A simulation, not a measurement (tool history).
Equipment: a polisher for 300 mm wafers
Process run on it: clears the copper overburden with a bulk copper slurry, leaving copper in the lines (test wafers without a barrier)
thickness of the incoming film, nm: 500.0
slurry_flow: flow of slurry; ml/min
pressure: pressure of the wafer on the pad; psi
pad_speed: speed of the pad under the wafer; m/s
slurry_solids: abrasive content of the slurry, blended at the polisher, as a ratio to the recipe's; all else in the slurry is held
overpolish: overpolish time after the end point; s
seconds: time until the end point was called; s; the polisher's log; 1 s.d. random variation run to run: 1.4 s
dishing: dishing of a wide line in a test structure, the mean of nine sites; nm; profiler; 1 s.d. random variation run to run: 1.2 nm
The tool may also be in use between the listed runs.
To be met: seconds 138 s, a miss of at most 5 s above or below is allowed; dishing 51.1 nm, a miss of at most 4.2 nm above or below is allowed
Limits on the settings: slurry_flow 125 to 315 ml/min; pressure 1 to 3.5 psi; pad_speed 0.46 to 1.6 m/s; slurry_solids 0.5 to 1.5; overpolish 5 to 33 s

run  hour  slurry_flow  pressure  pad_speed  slurry_solids  overpolish  seconds  dishing
  1     0          205       2.2       1.02              1          17   67.661   86.233
  2   3.3          205       2.2       1.02              1          15   66.558   80.161
  3  10.8          205       2.2       1.02              1          12    66.93   66.374
  4  15.9          205       2.2       1.02           1.15          12   65.405   65.314
  5  19.6          205       2.2       1.02           1.15           7   65.573    42.92
  6  26.7          190       1.8       0.96            1.1          10    84.98   47.106
  7    28          190       1.8       0.96            1.1          10   83.608   46.711
  8  35.4          185       1.5       0.92           1.05          12    106.8   44.437
  9  43.3          170       1.1       0.92              1          20   145.44   49.603
 10  50.8          175       1.1       0.92              1          20    147.1   49.843
 11  57.1          180       1.1       0.92              1          20   149.05   51.028

Which of these 5 next moves meets every target?
  A  63.4          205       1.1       0.76           1.05          26        ?        ?
  B  63.4          145       1.9       0.58           1.05          24        ?        ?
  C  63.4          195       1.2       0.94            0.8          20        ?        ?
  D  63.4          165         1          1              1          27        ?        ?
  E  63.4          165       1.3       0.88            0.8          24        ?        ?

move  seconds  dishing
   A   168.84   56.402
   B    135.8   66.779
   C    136.3   55.032
   D   149.97   62.075
   E   138.06   62.955
A: lands further from the targets than the last run did
B: the furthest-off result lands on target, but another misses its tolerance
C: all results in spec
D: lands further from the targets than the last run did
E: the furthest-off result lands on target, but another misses its tolerance
Correct choice: C, which meets every target
